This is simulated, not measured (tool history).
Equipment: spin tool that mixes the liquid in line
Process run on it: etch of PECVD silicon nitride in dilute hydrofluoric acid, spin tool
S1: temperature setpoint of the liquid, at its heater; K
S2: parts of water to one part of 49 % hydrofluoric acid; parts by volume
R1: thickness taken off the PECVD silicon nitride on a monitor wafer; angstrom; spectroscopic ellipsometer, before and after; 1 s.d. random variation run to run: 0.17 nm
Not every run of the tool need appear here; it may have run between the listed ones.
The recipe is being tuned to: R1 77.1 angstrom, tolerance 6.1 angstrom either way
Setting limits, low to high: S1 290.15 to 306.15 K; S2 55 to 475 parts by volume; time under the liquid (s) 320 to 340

Run 1, hour 0: S1 298.15 K, S2 265 parts by volume, time under the liquid (s) 320. Result: R1 29.954 angstrom.
Run 2, hour 1.1: S1 298.15 K, S2 265 parts by volume, time under the liquid (s) 320. Result: R1 32.106 angstrom.
Run 3, hour 1.8: S1 298.65 K, S2 250 parts by volume, time under the liquid (s) 320. Result: R1 33.177 angstrom.
Run 4, hour 6.6: S1 298.65 K, S2 310 parts by volume, time under the liquid (s) 320. Result: R1 26.783 angstrom.
Run 5, hour 9.4: S1 298.65 K, S2 250 parts by volume, time under the liquid (s) 320. Result: R1 33.52 angstrom.
Run 6, hour 14.6: S1 298.65 K, S2 200 parts by volume, time under the liquid (s) 320. Result: R1 42.452 angstrom.
Run 7, hour 19.3: S1 299.15 K, S2 195 parts by volume, time under the liquid (s) 320. Result: R1 43.9 angstrom.
Run 8, hour 24.7: S1 299.65 K, S2 190 parts by volume, time under the liquid (s) 320. Result: R1 46.425 angstrom.
Run 9, hour 31.6: S1 303.65 K, S2 135 parts by volume, time under the liquid (s) 325. Result: R1 86.888 angstrom.

Of the 4 settings listed for the next run, only one would bring every result within its allowed miss of target. Which one?
Run A, hour 38.5: S1 304.15 K, S2 165 parts by volume, time under the liquid (s) 340. Result: R1 ?.
Run B, hour 38.5: S1 303.65 K, S2 135 parts by volume, time under the liquid (s) 335. Result: R1 ?.
Run C, hour 38.5: S1 301.65 K, S2 160 parts by volume, time under the liquid (s) 320. Result: R1 ?.
Run D, hour 38.5: S1 304.15 K, S2 125 parts by volume, time under the liquid (s) 330. Result: R1 ?.

move      R1
   A  74.242
   B  87.036
   C  61.898
   D  95.589
A: all results in spec
B: about the same distance from the targets as the last run
C: the result that was furthest off in the last run now lies on the other side of its target
D: lands further from the targets than the last run did
Answer: A
